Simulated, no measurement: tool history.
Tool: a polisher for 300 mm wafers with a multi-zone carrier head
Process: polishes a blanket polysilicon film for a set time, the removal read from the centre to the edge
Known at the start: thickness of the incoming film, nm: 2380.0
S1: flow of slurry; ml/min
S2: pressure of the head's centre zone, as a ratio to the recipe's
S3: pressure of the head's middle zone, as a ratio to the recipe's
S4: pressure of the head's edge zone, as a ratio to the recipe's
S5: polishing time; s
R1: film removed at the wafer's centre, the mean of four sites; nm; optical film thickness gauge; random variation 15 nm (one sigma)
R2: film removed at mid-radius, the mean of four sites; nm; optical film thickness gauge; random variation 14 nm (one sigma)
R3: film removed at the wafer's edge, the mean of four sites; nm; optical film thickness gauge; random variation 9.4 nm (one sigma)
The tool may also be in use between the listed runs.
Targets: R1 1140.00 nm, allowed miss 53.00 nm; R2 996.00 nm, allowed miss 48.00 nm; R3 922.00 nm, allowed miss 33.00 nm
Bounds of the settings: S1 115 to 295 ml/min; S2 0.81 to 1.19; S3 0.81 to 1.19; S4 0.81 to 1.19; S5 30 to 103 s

run 1 hour=0.0 | S1=190 S2=1.00 S3=1.00 S4=1.00 S5=66 | R1=748.43 R2=763.22 R3=754.70
run 2 hour=6.7 | S1=220 S2=1.00 S3=1.00 S4=1.00 S5=66 | R1=769.16 R2=776.79 R3=752.88
run 3 hour=15.1 | S1=220 S2=1.00 S3=0.94 S4=1.00 S5=66 | R1=772.43 R2=733.64 R3=749.83
run 4 hour=22.2 | S1=250 S2=1.00 S3=0.94 S4=1.00 S5=66 | R1=790.94 R2=738.68 R3=771.08
run 5 hour=24.7 | S1=250 S2=1.03 S3=0.96 S4=1.00 S5=68 | R1=835.07 R2=765.47 R3=800.78
-- hour=31.9 worn pad replaced by a new one
run 6 hour=31.9 | S1=250 S2=1.03 S3=0.96 S4=1.00 S5=83 | R1=1128.50 R2=1038.40 R3=1073.80
run 7 hour=35.5 | S1=245 S2=1.04 S3=0.96 S4=0.97 S5=83 | R1=1093.30 R2=1023.60 R3=1070.90
run 8 hour=37.2 | S1=255 S2=1.07 S3=1.00 S4=1.00 S5=81 | R1=1122.40 R2=1072.90 R3=1046.20
run 9 hour=46.3 | S1=260 S2=1.09 S3=1.00 S4=1.00 S5=80 | R1=1127.60 R2=1064.30 R3=1045.90
run 10 hour=50.9 | S1=265 S2=1.11 S3=1.00 S4=1.00 S5=79 | R1=1131.00 R2=1033.40 R3=1037.30
run 11 hour=53.8 | S1=270 S2=1.12 S3=1.01 S4=0.98 S5=78 | R1=1137.70 R2=1055.40 R3=1012.80

Which of these 4 next moves meets every target?
run A hour=56.7 | S1=295 S2=1.19 S3=1.06 S4=0.98 S5=71 | R1=? R2=? R3=?
run B hour=56.7 | S1=295 S2=1.19 S3=1.19 S4=0.83 S5=72 | R1=? R2=? R3=?
run C hour=56.7 | S1=290 S2=1.09 S3=1.00 S4=1.02 S5=81 | R1=? R2=? R3=?
run D hour=56.7 | S1=255 S2=1.04 S3=1.14 S4=0.94 S5=73 | R1=? R2=? R3=?

move=A R1=1135.50 R2=983.71 R3=920.94
move=B R1=1152.50 R2=1102.00 R3=863.77
move=C R1=1183.30 R2=1066.90 R3=1070.70
move=D R1=1003.70 R2=1061.80 R3=917.28
A: meets every target
B: takes the result that was furthest off past its target
C: further off than the last run
D: brings the result that was furthest off to its target, and leaves another outside
The right move is A.
